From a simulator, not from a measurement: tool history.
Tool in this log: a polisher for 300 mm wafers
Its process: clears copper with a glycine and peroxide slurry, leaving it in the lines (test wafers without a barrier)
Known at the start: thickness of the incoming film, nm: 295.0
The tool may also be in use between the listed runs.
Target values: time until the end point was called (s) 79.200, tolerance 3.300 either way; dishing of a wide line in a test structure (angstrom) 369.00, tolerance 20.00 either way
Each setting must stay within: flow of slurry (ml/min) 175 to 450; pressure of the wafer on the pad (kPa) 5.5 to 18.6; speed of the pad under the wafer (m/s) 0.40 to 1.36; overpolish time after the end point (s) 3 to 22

| run | hour | flow of slurry (ml/min) | pressure of the wafer on the pad (kPa) | speed of the pad under the wafer (m/s) | overpolish time after the end point (s) | time until the end point was called (s) | dishing of a wide line in a test structure (angstrom) |
|---|---|---|---|---|---|---|---|
| 1 | 0.0 | 290 | 11.7 | 0.88 | 11 | 94.981 | 238.97 |
| 2 | 3.1 | 290 | 11.7 | 0.70 | 11 | 106.000 | 216.26 |
| 3 | 7.8 | 290 | 12.4 | 0.70 | 11 | 103.620 | 217.32 |
| 4 | 8.6 | 290 | 13.1 | 0.70 | 11 | 99.395 | 222.86 |
| 5 | 13.7 | 290 | 13.1 | 0.70 | 15 | 100.040 | 287.36 |
| 6 | 17.7 | 290 | 13.8 | 0.70 | 15 | 95.990 | 302.27 |
| 7 | 26.5 | 290 | 14.5 | 0.70 | 15 | 93.014 | 310.07 |
| 8 | 27.4 | 290 | 15.9 | 0.72 | 15 | 86.242 | 339.93 |
| 9 | 33.8 | 290 | 16.5 | 0.72 | 15 | 84.249 | 343.36 |

Exactly one of the 5 candidate moves below puts every result within its allowed miss. Which one?
| A | 40.2 | 300 | 16.5 | 0.70 | 13 | ? | ? |
| B | 40.2 | 280 | 17.2 | 0.66 | 16 | ? | ? |
| C | 40.2 | 280 | 17.9 | 0.62 | 14 | ? | ? |
| D | 40.2 | 210 | 16.5 | 0.84 | 15 | ? | ? |
| E | 40.2 | 295 | 14.5 | 0.72 | 14 | ? | ? |

| move | time until the end point was called (s) | dishing of a wide line in a test structure (angstrom) |
|---|---|---|
| A | 84.625 | 307.37 |
| B | 85.934 | 365.04 |
| C | 86.726 | 322.45 |
| D | 79.786 | 365.90 |
| E | 91.569 | 305.15 |
A: the biggest miss grows against the last run
B: the biggest miss grows against the last run
C: the biggest miss grows against the last run
D: every result lands within tolerance
E: the biggest miss grows against the last run
The move that meets every target is D.

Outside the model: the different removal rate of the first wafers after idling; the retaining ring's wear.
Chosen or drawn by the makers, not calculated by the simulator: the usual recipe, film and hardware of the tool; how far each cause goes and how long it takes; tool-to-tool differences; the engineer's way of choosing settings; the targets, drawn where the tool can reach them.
